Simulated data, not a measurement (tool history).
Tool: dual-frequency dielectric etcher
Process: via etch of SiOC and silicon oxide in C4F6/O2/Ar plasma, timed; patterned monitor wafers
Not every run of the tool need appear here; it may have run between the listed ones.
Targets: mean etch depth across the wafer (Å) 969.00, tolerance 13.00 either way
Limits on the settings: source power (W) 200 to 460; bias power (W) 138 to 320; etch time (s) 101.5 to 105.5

| run | hour | source power (W) | bias power (W) | etch time (s) | mean etch depth across the wafer (Å) |
|---|---|---|---|---|---|
| 1 | 0.0 | 330 | 229 | 101.5 | 1160.80 |
| 2 | 8.5 | 330 | 229 | 101.5 | 1151.80 |
| 3 | 12.6 | 360 | 229 | 101.5 | 1197.10 |
| 4 | 15.2 | 310 | 220 | 101.5 | 1111.70 |
| 5 | 17.2 | 310 | 206 | 101.5 | 1089.10 |
| 6 | 20.3 | 310 | 206 | 101.5 | 1081.20 |
| 7 | 22.0 | 280 | 204 | 101.5 | 1038.40 |
| 8 | 28.4 | 220 | 200 | 101.5 | 928.13 |
| 9 | 30.4 | 230 | 200 | 101.5 | 950.28 |

Exactly one of the 5 candidate moves below puts every result within its allowed miss. Which one?
| A | 32.4 | 220 | 220 | 105.0 | ? |
| B | 32.4 | 230 | 191 | 104.5 | ? |
| C | 32.4 | 240 | 210 | 103.5 | ? |
| D | 32.4 | 260 | 154 | 101.5 | ? |
| E | 32.4 | 250 | 200 | 102.5 | ? |

| move | mean etch depth across the wafer (Å) |
|---|---|
| A | 995.32 |
| B | 963.69 |
| C | 1002.80 |
| D | 922.09 |
| E | 994.54 |
A: carries the result that was furthest off beyond its target, to the other side
B: all results land within tolerance of their targets
C: carries the result that was furthest off beyond its target, to the other side
D: the biggest miss grows against the last run
E: carries the result that was furthest off beyond its target, to the other side
Move B is the one to make.
